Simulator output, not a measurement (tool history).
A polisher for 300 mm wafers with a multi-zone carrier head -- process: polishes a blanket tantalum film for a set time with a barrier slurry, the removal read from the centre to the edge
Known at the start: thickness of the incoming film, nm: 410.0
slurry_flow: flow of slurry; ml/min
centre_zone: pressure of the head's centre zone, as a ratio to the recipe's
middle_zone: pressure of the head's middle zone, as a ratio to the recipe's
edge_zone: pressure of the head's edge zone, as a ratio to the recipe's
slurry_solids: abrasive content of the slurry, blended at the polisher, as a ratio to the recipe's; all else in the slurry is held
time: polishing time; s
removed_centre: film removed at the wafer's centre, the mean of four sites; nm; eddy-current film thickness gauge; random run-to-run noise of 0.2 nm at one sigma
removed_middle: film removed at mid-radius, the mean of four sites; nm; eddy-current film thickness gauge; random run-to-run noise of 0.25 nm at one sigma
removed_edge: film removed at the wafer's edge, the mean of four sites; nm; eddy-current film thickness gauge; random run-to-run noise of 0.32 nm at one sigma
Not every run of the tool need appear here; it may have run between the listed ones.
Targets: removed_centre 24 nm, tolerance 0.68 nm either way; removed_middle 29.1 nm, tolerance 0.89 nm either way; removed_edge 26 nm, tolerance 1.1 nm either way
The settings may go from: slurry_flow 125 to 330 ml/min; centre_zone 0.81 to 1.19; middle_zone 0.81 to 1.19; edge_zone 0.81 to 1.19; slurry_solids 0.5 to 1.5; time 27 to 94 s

run 1 hour=0 | slurry_flow=210 centre_zone=1 middle_zone=1 edge_zone=1 slurry_solids=1 time=60 | removed_centre=58.696 removed_middle=60.327 removed_edge=60.282
run 2 hour=6.1 | slurry_flow=180 centre_zone=0.96 middle_zone=1.01 edge_zone=0.94 slurry_solids=0.85 time=49 | removed_centre=42.452 removed_middle=44.964 removed_edge=44.769
run 3 hour=13.2 | slurry_flow=180 centre_zone=0.96 middle_zone=0.93 edge_zone=0.94 slurry_solids=0.85 time=49 | removed_centre=43.057 removed_middle=42.211 removed_edge=42.867
run 4 hour=17.8 | slurry_flow=190 centre_zone=0.92 middle_zone=0.97 edge_zone=0.89 slurry_solids=0.75 time=42 | removed_centre=33.5 removed_middle=36.302 removed_edge=34.705
run 5 hour=23.6 | slurry_flow=190 centre_zone=0.92 middle_zone=0.97 edge_zone=0.96 slurry_solids=0.75 time=42 | removed_centre=33.405 removed_middle=36.011 removed_edge=35.73
run 6 hour=30.1 | slurry_flow=210 centre_zone=0.89 middle_zone=0.97 edge_zone=0.92 slurry_solids=0.65 time=40 | removed_centre=29.896 removed_middle=33.032 removed_edge=31.462
run 7 hour=34.6 | slurry_flow=215 centre_zone=0.86 middle_zone=0.97 edge_zone=0.9 slurry_solids=0.6 time=39 | removed_centre=26.88 removed_middle=30.229 removed_edge=29.079
run 8 hour=41.8 | slurry_flow=225 centre_zone=0.85 middle_zone=0.99 edge_zone=0.87 slurry_solids=0.55 time=39 | removed_centre=24.759 removed_middle=29.412 removed_edge=28.023
run 9 hour=46.9 | slurry_flow=235 centre_zone=0.87 middle_zone=1.01 edge_zone=0.85 slurry_solids=0.55 time=38 | removed_centre=24.802 removed_middle=29.411 removed_edge=27.325
run 10 hour=55.7 | slurry_flow=240 centre_zone=0.88 middle_zone=1.02 edge_zone=0.84 slurry_solids=0.55 time=38 | removed_centre=25.589 removed_middle=30.083 removed_edge=26.032
run 11 hour=57 | slurry_flow=235 centre_zone=0.87 middle_zone=1.02 edge_zone=0.84 slurry_solids=0.55 time=38 | removed_centre=25.099 removed_middle=29.798 removed_edge=26.283

Exercise: of the 4 proposed moves below, exactly one satisfies all targets within the stated allowed misses. Which move is it?
run A hour=58.3 | slurry_flow=220 centre_zone=0.88 middle_zone=1.09 edge_zone=0.81 slurry_solids=0.6 time=36 | removed_centre=? removed_middle=? removed_edge=?
run B hour=58.3 | slurry_flow=175 centre_zone=0.87 middle_zone=0.98 edge_zone=0.81 slurry_solids=0.55 time=40 | removed_centre=? removed_middle=? removed_edge=?
run C hour=58.3 | slurry_flow=200 centre_zone=0.84 middle_zone=1.02 edge_zone=0.82 slurry_solids=0.5 time=41 | removed_centre=? removed_middle=? removed_edge=?
run D hour=58.3 | slurry_flow=285 centre_zone=0.9 middle_zone=1.07 edge_zone=0.83 slurry_solids=0.6 time=35 | removed_centre=? removed_middle=? removed_edge=?

move=A removed_centre=25.266 removed_middle=30.832 removed_edge=26.258
move=B removed_centre=25.176 removed_middle=28.608 removed_edge=26.908
move=C removed_centre=23.927 removed_middle=29.026 removed_edge=26.379
move=D removed_centre=26.038 removed_middle=30.475 removed_edge=26.444
A: further off than the last run
B: further off than the last run
C: each result inside its tolerance
D: further off than the last run
Move C is the one to make.

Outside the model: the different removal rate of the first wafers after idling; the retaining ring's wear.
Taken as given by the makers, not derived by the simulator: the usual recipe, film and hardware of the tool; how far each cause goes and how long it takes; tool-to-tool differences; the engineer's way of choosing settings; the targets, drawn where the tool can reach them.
